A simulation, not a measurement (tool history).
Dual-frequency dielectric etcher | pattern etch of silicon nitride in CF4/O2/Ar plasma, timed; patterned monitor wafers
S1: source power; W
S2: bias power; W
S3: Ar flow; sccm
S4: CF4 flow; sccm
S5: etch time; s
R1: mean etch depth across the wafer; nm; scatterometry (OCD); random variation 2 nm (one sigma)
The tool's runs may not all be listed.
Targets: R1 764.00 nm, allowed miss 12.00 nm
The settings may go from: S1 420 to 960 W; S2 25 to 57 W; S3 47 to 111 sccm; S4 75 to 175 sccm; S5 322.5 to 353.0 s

{"run": 1, "day": 0.0, "S1": 690, "S2": 41, "S3": 79, "S4": 125, "S5": 353.0, "R1": 956.22}
{"run": 2, "day": 0.275, "S1": 660, "S2": 41, "S3": 79, "S4": 125, "S5": 353.0, "R1": 912.26}
{"run": 3, "day": 0.508, "S1": 630, "S2": 41, "S3": 79, "S4": 125, "S5": 353.0, "R1": 865.32}
{"run": 4, "day": 0.8, "S1": 630, "S2": 41, "S3": 65, "S4": 125, "S5": 353.0, "R1": 885.9}
{"run": 5, "day": 1.104, "S1": 630, "S2": 41, "S3": 65, "S4": 117, "S5": 353.0, "R1": 881.33}
{"run": 6, "day": 1.292, "S1": 630, "S2": 41, "S3": 65, "S4": 117, "S5": 353.0, "R1": 881.12}
{"run": 7, "day": 1.538, "S1": 610, "S2": 41, "S3": 65, "S4": 117, "S5": 353.0, "R1": 850.75}
{"run": 8, "day": 1.892, "S1": 600, "S2": 41, "S3": 65, "S4": 117, "S5": 353.0, "R1": 834.34}
{"run": 9, "day": 2.021, "S1": 590, "S2": 41, "S3": 65, "S4": 117, "S5": 353.0, "R1": 819.45}
{"run": 10, "day": 2.325, "S1": 580, "S2": 41, "S3": 65, "S4": 117, "S5": 353.0, "R1": 807.92}
{"run": 11, "day": 2.662, "S1": 570, "S2": 41, "S3": 65, "S4": 117, "S5": 353.0, "R1": 788.07}

Which of these 4 next moves meets every target?
{"run": "A", "day": 3.0, "S1": 640, "S2": 44, "S3": 83, "S4": 87, "S5": 329.5, "R1": "?"}
{"run": "B", "day": 3.0, "S1": 570, "S2": 36, "S3": 58, "S4": 112, "S5": 342.5, "R1": "?"}
{"run": "C", "day": 3.0, "S1": 620, "S2": 36, "S3": 66, "S4": 125, "S5": 327.0, "R1": "?"}
{"run": "D", "day": 3.0, "S1": 580, "S2": 40, "S3": 62, "S4": 125, "S5": 352.0, "R1": "?"}

move=A R1=788.29
move=B R1=730.84
move=C R1=765.08
move=D R1=804.00
A: as far off as the last run
B: takes the result that was furthest off past its target
C: meets every target
D: further off than the last run
The right move is C.
